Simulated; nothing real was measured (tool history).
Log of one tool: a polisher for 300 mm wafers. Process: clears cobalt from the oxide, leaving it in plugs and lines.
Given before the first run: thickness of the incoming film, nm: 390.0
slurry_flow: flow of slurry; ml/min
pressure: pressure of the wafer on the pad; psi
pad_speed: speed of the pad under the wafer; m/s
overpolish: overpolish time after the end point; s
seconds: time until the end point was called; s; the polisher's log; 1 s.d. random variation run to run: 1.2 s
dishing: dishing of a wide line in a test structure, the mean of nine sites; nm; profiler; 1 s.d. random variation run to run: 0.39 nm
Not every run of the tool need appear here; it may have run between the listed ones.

Run 1, hour 0: slurry_flow 290 ml/min, pressure 1.8 psi, pad_speed 1.28 m/s, overpolish 10 s. Result: seconds 72.398 s, dishing 35.078 nm.
Run 2, hour 8.7: slurry_flow 290 ml/min, pressure 1.8 psi, pad_speed 1.28 m/s, overpolish 11 s. Result: seconds 71 s, dishing 37.66 nm.
Run 3, hour 14.5: slurry_flow 290 ml/min, pressure 2.1 psi, pad_speed 1.28 m/s, overpolish 11 s. Result: seconds 62.46 s, dishing 40.013 nm.
Run 4, hour 19.8: slurry_flow 290 ml/min, pressure 2.4 psi, pad_speed 1.28 m/s, overpolish 11 s. Result: seconds 58.63 s, dishing 42.024 nm.
Run 5, hour 27.3: slurry_flow 290 ml/min, pressure 2.4 psi, pad_speed 1.08 m/s, overpolish 11 s. Result: seconds 67.545 s, dishing 39.249 nm.
Run 6, hour 28.2: slurry_flow 290 ml/min, pressure 2.4 psi, pad_speed 1.26 m/s, overpolish 11 s. Result: seconds 57.218 s, dishing 41.049 nm.
Run 7, hour 34.2: slurry_flow 290 ml/min, pressure 2.3 psi, pad_speed 1.26 m/s, overpolish 10 s. Result: seconds 59.406 s, dishing 39.087 nm.
Run 8, hour 41.6: slurry_flow 290 ml/min, pressure 2.2 psi, pad_speed 1.26 m/s, overpolish 9 s. Result: seconds 62.272 s, dishing 36.141 nm.

Run 9 is up next; what results do you expect?
Run 9, hour 43.3: slurry_flow 290 ml/min, pressure 2.1 psi, pad_speed 1.26 m/s, overpolish 8 s. Result: seconds ?, dishing ?.

{"run 9": {"seconds": 65.718, "dishing": 32.745}}
